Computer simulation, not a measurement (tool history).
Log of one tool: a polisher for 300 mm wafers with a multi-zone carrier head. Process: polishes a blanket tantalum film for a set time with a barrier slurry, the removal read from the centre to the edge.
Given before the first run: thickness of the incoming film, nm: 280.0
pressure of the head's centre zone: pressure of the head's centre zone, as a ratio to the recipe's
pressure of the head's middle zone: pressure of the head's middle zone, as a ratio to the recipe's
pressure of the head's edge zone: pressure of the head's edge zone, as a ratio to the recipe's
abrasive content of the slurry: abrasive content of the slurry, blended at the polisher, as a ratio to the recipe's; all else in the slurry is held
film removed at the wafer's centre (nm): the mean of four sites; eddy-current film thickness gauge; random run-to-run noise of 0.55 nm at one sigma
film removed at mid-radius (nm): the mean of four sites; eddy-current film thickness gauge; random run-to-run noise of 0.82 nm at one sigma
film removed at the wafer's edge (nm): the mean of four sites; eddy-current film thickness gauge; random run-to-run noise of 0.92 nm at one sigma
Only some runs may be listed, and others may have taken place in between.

run    day  flow of slurry (ml/min)  pressure of the head's centre zone  pressure of the head's middle zone  pressure of the head's edge zone  abrasive content of the slurry  polishing time (s)  film removed at the wafer's centre (nm)  film removed at mid-radius (nm)  film removed at the wafer's edge (nm)
  1  0.000                      185                                1.00                                1.00                              1.00                            1.00                  59                                   62.651                           61.257                                 58.835
  2  0.254                      185                                1.00                                1.00                              1.00                            1.00                  65                                   69.408                           66.203                                 65.699
  3  0.429                      140                                1.00                                1.00                              1.00                            1.00                  65                                   65.979                           63.559                                 66.118
  4  0.746                      140                                1.00                                1.00                              0.95                            1.00                  65                                   65.192                           63.754                                 62.069
  5  0.938                      180                                1.00                                1.00                              0.95                            1.00                  65                                   67.541                           67.297                                 64.946
  6  1.212                      180                                1.00                                0.96                              0.95                            1.00                  65                                   69.191                           64.027                                 66.100
  7  1.233                      175                                0.98                                0.97                              0.95                            1.00                  65                                   66.598                           63.095                                 63.703
  8  1.321                      170                                0.96                                0.99                              0.97                            1.00                  65                                   65.460                           65.215                                 65.167
  9  1.550                      165                                0.94                                1.00                              0.98                            1.00                  65                                   62.805                           65.525                                 64.167
 10  1.650                      160                                0.93                                1.01                              0.99                            1.00                  65                                   62.009                           67.035                                 64.686

Expected results for the next run?
     1.983  -- centre zone pressure recalibrated
 11  1.983                      130                                0.83                                1.10                              1.02                            1.05                  65                                        ?                                ?                                      ?

Run 11 came out at film removed at the wafer's centre (nm) 50.399, film removed at mid-radius (nm) 69.730, film removed at the wafer's edge (nm) 64.054.
